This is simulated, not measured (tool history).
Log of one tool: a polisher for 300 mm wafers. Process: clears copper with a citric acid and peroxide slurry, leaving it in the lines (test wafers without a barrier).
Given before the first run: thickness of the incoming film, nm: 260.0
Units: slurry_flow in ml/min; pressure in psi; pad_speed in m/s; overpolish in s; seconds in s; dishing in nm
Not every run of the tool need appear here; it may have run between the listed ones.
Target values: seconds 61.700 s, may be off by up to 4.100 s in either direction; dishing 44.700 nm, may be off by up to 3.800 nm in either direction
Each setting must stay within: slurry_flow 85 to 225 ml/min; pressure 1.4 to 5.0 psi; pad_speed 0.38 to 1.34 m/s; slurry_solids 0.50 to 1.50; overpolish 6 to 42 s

| run | hour | slurry_flow | pressure | pad_speed | slurry_solids | overpolish | seconds | dishing |
|---|---|---|---|---|---|---|---|---|
| 1 | 0.0 | 145 | 3.2 | 0.86 | 1.00 | 21 | 122.070 | 25.620 |
| 2 | 4.1 | 145 | 3.2 | 0.86 | 1.20 | 21 | 119.640 | 26.721 |
| 3 | 4.7 | 145 | 3.5 | 0.88 | 1.20 | 21 | 104.950 | 28.772 |
| 4 | 8.6 | 160 | 3.5 | 0.88 | 1.20 | 21 | 105.970 | 29.108 |
| 5 | 11.2 | 160 | 3.5 | 0.88 | 1.05 | 21 | 106.300 | 29.931 |
| 6 | 18.9 | 160 | 3.7 | 0.90 | 1.05 | 21 | 99.145 | 30.669 |
| 7 | 27.0 | 165 | 4.6 | 1.02 | 1.05 | 23 | 72.038 | 40.612 |
| 8 | 33.8 | 165 | 4.7 | 1.02 | 1.05 | 23 | 70.244 | 44.738 |

Which single option among these 4 for the next run brings every result within its allowed miss of target? Just one does.
| A | 40.6 | 180 | 5.0 | 1.14 | 0.65 | 21 | ? | ? |
| B | 40.6 | 140 | 4.4 | 1.12 | 0.75 | 30 | ? | ? |
| C | 40.6 | 175 | 4.9 | 0.94 | 0.85 | 26 | ? | ? |
| D | 40.6 | 155 | 4.9 | 0.96 | 0.95 | 32 | ? | ? |

| move | seconds | dishing |
|---|---|---|
| A | 61.902 | 44.807 |
| B | 73.116 | 50.247 |
| C | 73.570 | 46.031 |
| D | 72.249 | 53.044 |
A: hits every target within its allowed miss
B: lands further from the targets than the last run did
C: lands further from the targets than the last run did
D: lands further from the targets than the last run did
Answer: A

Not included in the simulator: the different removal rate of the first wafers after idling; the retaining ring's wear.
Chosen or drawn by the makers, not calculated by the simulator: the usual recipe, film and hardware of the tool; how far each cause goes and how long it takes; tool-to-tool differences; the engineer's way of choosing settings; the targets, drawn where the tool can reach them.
